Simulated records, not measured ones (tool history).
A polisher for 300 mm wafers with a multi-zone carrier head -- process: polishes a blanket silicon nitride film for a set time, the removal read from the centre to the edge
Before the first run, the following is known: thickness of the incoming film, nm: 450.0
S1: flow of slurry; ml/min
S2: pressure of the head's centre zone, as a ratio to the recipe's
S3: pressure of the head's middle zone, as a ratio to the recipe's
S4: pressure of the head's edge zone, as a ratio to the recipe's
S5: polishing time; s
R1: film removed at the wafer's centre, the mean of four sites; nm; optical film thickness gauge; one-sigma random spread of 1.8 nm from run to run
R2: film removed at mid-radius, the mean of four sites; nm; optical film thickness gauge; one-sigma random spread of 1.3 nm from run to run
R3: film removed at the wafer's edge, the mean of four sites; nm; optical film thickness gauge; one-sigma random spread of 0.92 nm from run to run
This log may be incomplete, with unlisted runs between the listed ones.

run  hour   S1    S2    S3    S4  S5       R1       R2       R3
  1   0.0  275  1.00  1.00  1.00  64   91.353   95.157   93.876
  2   1.2  325  1.00  1.00  1.00  64   93.176   95.500   96.404
  3   9.3  385  1.00  1.00  1.00  64   94.382   95.883   95.813
  4  14.3  385  1.00  1.00  1.00  75  110.240  114.940  113.600
  5  17.7  385  1.03  0.97  1.04  76  113.890  112.070  117.030
  6  24.2  385  1.06  0.96  1.06  77  118.220  112.260  119.910
  7  29.6  385  1.08  0.95  1.08  78  124.420  112.870  119.500

Estimate the outcome of run 8 from the log above:
  8  36.3  385  1.08  0.93  1.09  79   ?   ?   ?

Logged for run 8: R1 125.680 nm, R2 112.700 nm, R3 124.810 nm.
